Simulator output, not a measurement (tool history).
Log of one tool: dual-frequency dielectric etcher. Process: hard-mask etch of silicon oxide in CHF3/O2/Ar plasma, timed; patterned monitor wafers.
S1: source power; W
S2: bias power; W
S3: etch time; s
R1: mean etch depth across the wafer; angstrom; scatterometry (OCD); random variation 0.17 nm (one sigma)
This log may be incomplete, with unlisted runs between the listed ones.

run	hour	S1	S2	S3	R1
1	0.0	630	232	19	395.92
2	8.0	680	232	19	405.09
3	11.3	750	232	19	424.45
4	14.9	750	265	19	444.11
5	20.2	770	266	19	451.86
6	26.4	780	266	19	453.78
7	29.1	790	266	19	454.31

The next listed run, before its measurement:
8	31.6	800	266	19	?

R1: 459.80 angstrom
